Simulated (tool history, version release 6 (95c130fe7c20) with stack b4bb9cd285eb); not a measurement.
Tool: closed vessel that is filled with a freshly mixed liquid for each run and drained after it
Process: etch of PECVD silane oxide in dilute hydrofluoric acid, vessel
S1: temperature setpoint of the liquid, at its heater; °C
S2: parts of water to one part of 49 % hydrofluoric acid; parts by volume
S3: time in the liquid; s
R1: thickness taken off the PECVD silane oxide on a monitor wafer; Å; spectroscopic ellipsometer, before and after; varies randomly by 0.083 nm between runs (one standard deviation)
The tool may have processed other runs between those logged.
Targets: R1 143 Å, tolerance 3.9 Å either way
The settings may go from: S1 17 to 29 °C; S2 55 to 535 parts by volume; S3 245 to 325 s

run	day	S1	S2	S3	R1
1	0	21	295	325	180.73
2	0.196	19	295	325	166.65
3	0.338	18.5	300	325	159.49
4	0.492	17	300	325	152
5	0.892	20.5	300	325	172.31
6	1.079	19.5	305	325	163.78
7	1.438	19	310	325	157.31
8	1.654	19	310	325	158.74
9	1.912	18.5	315	325	149.38
10	2.104	18	315	325	148.82

Of the 4 settings listed for the next run, only one would bring every result within its allowed miss of target. Which one?
A	2.296	19.5	315	295	?
B	2.296	18.5	310	325	?
C	2.296	19	310	320	?
D	2.296	19	315	315	?

move	R1
A	141.37
B	153.21
C	153.66
D	148.22
A: each result inside its tolerance
B: moves away from the targets compared with the last run
C: moves away from the targets compared with the last run
D: gains on the last run, yet a result remains outside its allowed miss
Move A is the one to make.
